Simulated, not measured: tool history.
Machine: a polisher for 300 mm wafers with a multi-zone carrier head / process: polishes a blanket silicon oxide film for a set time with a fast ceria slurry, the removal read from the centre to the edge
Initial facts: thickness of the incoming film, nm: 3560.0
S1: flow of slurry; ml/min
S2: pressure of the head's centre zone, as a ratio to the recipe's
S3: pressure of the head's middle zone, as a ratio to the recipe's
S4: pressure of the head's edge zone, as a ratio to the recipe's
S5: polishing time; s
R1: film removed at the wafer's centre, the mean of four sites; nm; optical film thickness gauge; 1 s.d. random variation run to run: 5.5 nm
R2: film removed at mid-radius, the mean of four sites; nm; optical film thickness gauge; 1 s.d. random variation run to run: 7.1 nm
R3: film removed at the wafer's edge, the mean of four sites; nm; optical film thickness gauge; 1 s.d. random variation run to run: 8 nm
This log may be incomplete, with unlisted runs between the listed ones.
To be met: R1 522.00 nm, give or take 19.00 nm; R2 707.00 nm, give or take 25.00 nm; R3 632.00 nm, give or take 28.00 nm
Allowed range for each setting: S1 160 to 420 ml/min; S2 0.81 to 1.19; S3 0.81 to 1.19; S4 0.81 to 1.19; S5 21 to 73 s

run 1 day=0.000 | S1=270 S2=1.00 S3=1.00 S4=1.00 S5=47 | R1=709.09 R2=753.77 R3=711.44
run 2 day=0.362 | S1=270 S2=1.06 S3=1.00 S4=1.00 S5=47 | R1=759.38 R2=740.88 R3=718.26
run 3 day=0.512 | S1=270 S2=1.06 S3=0.96 S4=1.00 S5=47 | R1=747.63 R2=731.53 R3=707.82
run 4 day=0.679 | S1=270 S2=1.06 S3=0.96 S4=1.00 S5=38 | R1=604.81 R2=576.76 R3=578.53
run 5 day=0.704 | S1=270 S2=1.06 S3=0.96 S4=0.93 S5=38 | R1=596.19 R2=589.41 R3=559.62
run 6 day=1.075 | S1=270 S2=1.02 S3=0.99 S4=0.95 S5=38 | R1=568.41 R2=597.53 R3=565.33
run 7 day=1.292 | S1=275 S2=0.99 S3=1.02 S4=0.97 S5=38 | R1=572.06 R2=605.30 R3=576.72
run 8 day=1.542 | S1=260 S2=0.95 S3=1.04 S4=0.97 S5=39 | R1=560.97 R2=634.11 R3=584.23

Exactly one of the 5 candidate moves below puts every result within its allowed miss. Which one?
run A day=1.792 | S1=220 S2=0.95 S3=1.03 S4=1.06 S5=41 | R1=? R2=? R3=?
run B day=1.792 | S1=210 S2=0.82 S3=0.98 S4=1.06 S5=42 | R1=? R2=? R3=?
run C day=1.792 | S1=255 S2=1.14 S3=1.14 S4=0.89 S5=37 | R1=? R2=? R3=?
run D day=1.792 | S1=270 S2=0.85 S3=1.10 S4=0.92 S5=38 | R1=? R2=? R3=?
run E day=1.792 | S1=280 S2=0.81 S3=1.06 S4=0.98 S5=42 | R1=? R2=? R3=?

move=A R1=571.37 R2=650.10 R3=632.56
move=B R1=508.69 R2=636.90 R3=646.86
move=C R1=619.04 R2=645.86 R3=528.48
move=D R1=485.27 R2=646.64 R3=552.98
move=E R1=514.25 R2=694.19 R3=631.13
A: gains on the last run, yet a result remains outside its allowed miss
B: no better and no worse than the last run
C: further off than the last run
D: no better and no worse than the last run
E: every result within its allowed miss
Correct choice: E, which meets every target
